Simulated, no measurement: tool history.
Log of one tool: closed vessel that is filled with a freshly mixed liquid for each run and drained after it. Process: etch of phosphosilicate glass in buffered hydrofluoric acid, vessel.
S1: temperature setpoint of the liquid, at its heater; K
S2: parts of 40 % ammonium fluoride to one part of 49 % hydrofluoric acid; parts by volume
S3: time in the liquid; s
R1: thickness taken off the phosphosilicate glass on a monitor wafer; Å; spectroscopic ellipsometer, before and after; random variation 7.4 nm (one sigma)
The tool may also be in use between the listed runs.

| run | hour | S1 | S2 | S3 | R1 |
|---|---|---|---|---|---|
| 1 | 0 | 297.15 | 14 | 85 | 4482.9 |
| 2 | 5.2 | 299.65 | 14 | 85 | 5119.2 |
| 3 | 13.7 | 300.15 | 14 | 85 | 5337 |
| 4 | 14.8 | 300.15 | 14 | 85 | 5265 |
| 5 | 19.3 | 300.65 | 14 | 85 | 5384.9 |
| 6 | 26.6 | 301.15 | 14 | 85 | 5562.1 |
| 7 | 34.4 | 301.65 | 14 | 85 | 5701.9 |
| 8 | 36.7 | 302.15 | 14 | 85 | 5999.3 |
| 9 | 44.6 | 302.65 | 14 | 85 | 5989.3 |
| 10 | 47.4 | 303.15 | 14 | 85 | 6169 |

Run 11 comes next. What will it give?
| 11 | 48.2 | 303.65 | 14 | 85 | ? |

Run 11 gave R1 6373.3 Å.

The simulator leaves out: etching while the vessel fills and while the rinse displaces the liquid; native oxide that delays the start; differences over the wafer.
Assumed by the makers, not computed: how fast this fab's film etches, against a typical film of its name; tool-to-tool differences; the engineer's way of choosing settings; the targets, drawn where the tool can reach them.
